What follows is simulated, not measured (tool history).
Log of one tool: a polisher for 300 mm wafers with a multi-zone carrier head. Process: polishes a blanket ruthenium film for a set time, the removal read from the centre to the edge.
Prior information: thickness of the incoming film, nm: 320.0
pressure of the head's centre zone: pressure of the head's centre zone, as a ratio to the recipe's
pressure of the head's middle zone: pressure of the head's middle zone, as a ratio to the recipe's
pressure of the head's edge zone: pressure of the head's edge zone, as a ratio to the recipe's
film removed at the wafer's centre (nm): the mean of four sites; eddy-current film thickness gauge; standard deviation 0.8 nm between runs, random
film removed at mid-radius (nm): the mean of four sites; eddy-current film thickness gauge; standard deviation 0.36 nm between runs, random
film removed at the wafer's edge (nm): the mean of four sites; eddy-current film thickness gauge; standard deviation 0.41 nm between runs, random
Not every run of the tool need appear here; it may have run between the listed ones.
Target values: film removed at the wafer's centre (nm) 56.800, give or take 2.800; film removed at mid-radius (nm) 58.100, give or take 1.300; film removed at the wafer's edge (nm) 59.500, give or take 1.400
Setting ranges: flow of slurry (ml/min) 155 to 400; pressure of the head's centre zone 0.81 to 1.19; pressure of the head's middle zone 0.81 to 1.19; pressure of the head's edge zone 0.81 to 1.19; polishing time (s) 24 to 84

run  hour  flow of slurry (ml/min)  pressure of the head's centre zone  pressure of the head's middle zone  pressure of the head's edge zone  polishing time (s)  film removed at the wafer's centre (nm)  film removed at mid-radius (nm)  film removed at the wafer's edge (nm)
  1   0.0                      255                                1.00                                1.00                              1.00                  54                                   83.958                           86.417                                 84.402
  2   0.7                      255                                1.00                                1.00                              1.07                  54                                   85.336                           86.172                                 87.739
  3   9.2                      195                                1.00                                1.00                              1.07                  54                                   82.168                           83.084                                 85.993
  4  17.1                      195                                1.00                                1.00                              1.07                  62                                   94.009                           94.498                                 97.504
  5  23.9                      195                                0.96                                1.00                              1.07                  62                                   92.329                           94.967                                 98.262
  6  29.1                      190                                0.95                                0.97                              1.02                  56                                   81.735                           83.780                                 85.317
  7  36.6                      185                                0.92                                0.94                              0.99                  52                                   73.421                           74.979                                 78.507
  8  37.3                      185                                0.92                                0.94                              0.99                  52                                   73.976                           75.793                                 78.660
  9  45.9                      180                                0.90                                0.92                              0.95                  49                                   67.156                           69.198                                 72.531
 10  52.4                      190                                0.89                                0.90                              0.85                  40                                   55.242                           56.280                                 56.952
 11  56.7                      200                                0.89                                0.90                              0.86                  40                                   53.296                           56.847                                 57.284
 12  63.7                      200                                0.90                                0.90                              0.87                  40                                   55.704                           56.870                                 57.535
 13  67.5                      205                                0.90                                0.90                              0.88                  40                                   55.039                           57.239                                 57.812

Which one of the following 5 next-run settings gets every result inside its allowed miss? There is exactly one.
  A  71.3                      225                                0.85                                0.93                              0.95                  39                                        ?                                ?                                      ?
  B  71.3                      175                                0.86                                0.96                              0.86                  40                                        ?                                ?                                      ?
  C  71.3                      175                                0.98                                0.96                              0.84                  43                                        ?                                ?                                      ?
  D  71.3                      185                                0.98                                0.89                              0.85                  42                                        ?                                ?                                      ?
  E  71.3                      215                                0.86                                0.86                              0.82                  42                                        ?                                ?                                      ?

move  film removed at the wafer's centre (nm)  film removed at mid-radius (nm)  film removed at the wafer's edge (nm)
   A                                   51.936                           57.830                                 58.317
   B                                   51.395                           58.374                                 55.434
   C                                   63.027                           62.713                                 58.987
   D                                   62.270                           58.120                                 58.416
   E                                   56.141                           57.980                                 58.624
A: brings the result that was furthest off to its target, and leaves another outside
B: further off than the last run
C: brings the result that was furthest off to its target, and leaves another outside
D: brings the result that was furthest off to its target, and leaves another outside
E: each result inside its tolerance
Move E is the one to make.
